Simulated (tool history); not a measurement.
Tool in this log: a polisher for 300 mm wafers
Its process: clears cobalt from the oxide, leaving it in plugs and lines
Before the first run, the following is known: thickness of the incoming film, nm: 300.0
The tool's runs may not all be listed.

run	day	flow of slurry (ml/min)	pressure of the wafer on the pad (kPa)	speed of the pad under the wafer (m/s)	overpolish time after the end point (s)	time until the end point was called (s)	dishing of a wide line in a test structure (Å)
1	0.000	240	12.4	0.94	11	82.846	350.87
2	0.308	240	12.4	0.76	11	101.770	298.72
3	0.588	240	13.8	0.80	11	85.592	338.54
4	0.683	240	12.4	0.80	11	94.294	289.51
5	1.054	240	13.8	0.84	11	82.658	329.51
6	1.279	240	14.5	0.88	12	75.898	367.68
7	1.642	240	15.2	0.92	13	69.564	407.11
8	2.008	240	15.9	0.94	13	63.182	452.40
9	2.071	240	16.5	0.96	13	60.119	467.52
10	2.204	240	17.2	0.98	13	56.189	483.46

The next listed run, before its measurement:
11	2.229	240	17.2	1.00	13	?	?

time until the end point was called (s): 55.882
dishing of a wide line in a test structure (Å): 464.60
